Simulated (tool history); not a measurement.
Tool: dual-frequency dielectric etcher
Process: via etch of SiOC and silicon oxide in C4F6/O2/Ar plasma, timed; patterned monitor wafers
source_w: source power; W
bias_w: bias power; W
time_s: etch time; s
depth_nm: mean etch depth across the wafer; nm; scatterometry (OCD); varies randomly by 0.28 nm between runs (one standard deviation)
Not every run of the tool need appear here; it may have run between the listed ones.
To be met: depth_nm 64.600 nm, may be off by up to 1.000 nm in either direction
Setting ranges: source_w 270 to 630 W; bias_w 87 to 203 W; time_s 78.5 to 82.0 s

run  hour  source_w  bias_w  time_s  depth_nm
  1   0.0       450     145    78.5    83.683
  2   6.6       400     131    78.5    76.678
  3   9.5       400     152    78.5    79.920
  4  17.3       400     135    78.5    77.522
  5  22.1       360     128    78.5    72.802
  6  30.4       330     125    78.5    68.789
  7  37.7       320     125    78.5    67.648
  8  44.8       310     125    78.5    66.098

5 next moves are on the table. One of them brings every result within its allowed miss. Which?
  A  51.9       340      93    81.5         ?
  B  51.9       320     119    81.0         ?
  C  51.9       310     121    81.0         ?
  D  51.9       290     131    78.5         ?
  E  51.9       320     131    79.0         ?

move  depth_nm
   A    67.071
   B    68.768
   C    67.918
   D    64.892
   E    68.848
A: the biggest miss grows against the last run
B: the biggest miss grows against the last run
C: the biggest miss grows against the last run
D: hits every target within its allowed miss
E: the biggest miss grows against the last run
The right move is D.
